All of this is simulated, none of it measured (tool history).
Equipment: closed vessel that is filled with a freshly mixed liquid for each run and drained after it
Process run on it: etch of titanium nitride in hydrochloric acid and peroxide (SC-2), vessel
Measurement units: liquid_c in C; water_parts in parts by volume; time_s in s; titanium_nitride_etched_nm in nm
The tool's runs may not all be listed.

run 1 hour=0 | liquid_c=64 water_parts=10 time_s=110 | titanium_nitride_etched_nm=5.938
run 2 hour=2.8 | liquid_c=60 water_parts=10.5 time_s=110 | titanium_nitride_etched_nm=4.4908
run 3 hour=4.5 | liquid_c=57 water_parts=10.5 time_s=110 | titanium_nitride_etched_nm=3.7072
run 4 hour=6.7 | liquid_c=55 water_parts=10.5 time_s=110 | titanium_nitride_etched_nm=3.2661
run 5 hour=8.3 | liquid_c=53.5 water_parts=10.5 time_s=110 | titanium_nitride_etched_nm=2.9616
run 6 hour=15.2 | liquid_c=53.5 water_parts=8 time_s=110 | titanium_nitride_etched_nm=3.7022

Run 7 comes next. What will it give?
run 7 hour=18.6 | liquid_c=52 water_parts=8.5 time_s=110 | titanium_nitride_etched_nm=?

titanium_nitride_etched_nm: 3.1618 nm
